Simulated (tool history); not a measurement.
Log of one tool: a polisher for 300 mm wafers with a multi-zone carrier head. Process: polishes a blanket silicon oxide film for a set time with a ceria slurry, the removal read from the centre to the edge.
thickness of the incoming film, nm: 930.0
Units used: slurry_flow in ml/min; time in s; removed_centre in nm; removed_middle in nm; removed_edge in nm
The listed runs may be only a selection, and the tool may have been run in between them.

run	hour	slurry_flow	centre_zone	middle_zone	edge_zone	time	removed_centre	removed_middle	removed_edge
1	0	175	1	1	1	58	271.84	271.66	275.37
2	0.7	145	1	1	1	58	257.47	260.19	259.48
3	2.7	165	1.02	1.03	1.01	61	285.88	289.14	289.36
4	8.5	180	1.04	1.06	1	63	308.88	311.51	294.68
5	14.7	180	1.04	1.06	1.07	63	306.45	313.99	311.4
6	19.7	150	1.04	1.06	1.07	63	293.37	297.97	295.39
7	25	170	1.06	1.08	1.08	65	319.52	327.41	311.13
8	32.3	170	1.06	1.08	1.08	65	316.47	324.78	315.56
9	36.2	185	1.08	1.1	1.1	66	336.82	333.35	329.29
10	41.1	195	1.08	1.12	1.1	68	353.41	357.4	339.8
11	46.8	205	1.08	1.13	1.11	69	366.26	373.1	354.94
12	52.5	215	1.08	1.14	1.11	70	371.65	392.04	359.33
13	54.8	225	1.09	1.15	1.12	71	384.92	393.01	372.82
14	56.5	230	1.09	1.16	1.12	72	389.6	406.34	372.5
15	59.2	235	1.09	1.17	1.13	73	401.31	409.16	381.24
16	67.8	235	1.09	1.17	1.13	74	398.84	422.71	382.23

Run 17 is up next; what results do you expect?
17	75.5	240	1.09	1.17	1.14	74	?	?	?

Logged for run 17: removed_centre 403 nm, removed_middle 429.88 nm, removed_edge 387.95 nm.
